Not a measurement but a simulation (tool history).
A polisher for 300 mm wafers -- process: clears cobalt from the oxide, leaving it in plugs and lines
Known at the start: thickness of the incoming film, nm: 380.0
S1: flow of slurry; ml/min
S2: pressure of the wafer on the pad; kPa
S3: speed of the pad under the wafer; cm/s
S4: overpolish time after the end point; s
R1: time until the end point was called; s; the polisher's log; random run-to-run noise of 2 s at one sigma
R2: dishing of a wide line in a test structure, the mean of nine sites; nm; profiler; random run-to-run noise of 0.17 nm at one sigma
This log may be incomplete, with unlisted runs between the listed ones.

{"run": 1, "day": 0.0, "S1": 220, "S2": 10.3, "S3": 78, "S4": 14, "R1": 133.69, "R2": 28.563}
{"run": 2, "day": 0.179, "S1": 220, "S2": 9.7, "S3": 78, "S4": 12, "R1": 142.13, "R2": 23.648}
{"run": 3, "day": 0.383, "S1": 220, "S2": 9, "S3": 78, "S4": 11, "R1": 155.48, "R2": 21.14}
{"run": 4, "day": 0.538, "S1": 275, "S2": 9, "S3": 78, "S4": 11, "R1": 150.52, "R2": 21.019}
{"run": 5, "day": 0.883, "S1": 275, "S2": 6.9, "S3": 78, "S4": 11, "R1": 194.35, "R2": 16.974}
{"run": 6, "day": 0.921, "S1": 275, "S2": 5.5, "S3": 78, "S4": 11, "R1": 239.81, "R2": 14.194}
{"run": 7, "day": 0.971, "S1": 285, "S2": 5.5, "S3": 78, "S4": 10, "R1": 237.71, "R2": 12.946}

What does the tool deliver on the next run?
{"run": 8, "day": 1.021, "S1": 295, "S2": 6.2, "S3": 78, "S4": 9, "R1": "?", "R2": "?"}

R1: 217.16 s
R2: 12.975 nm
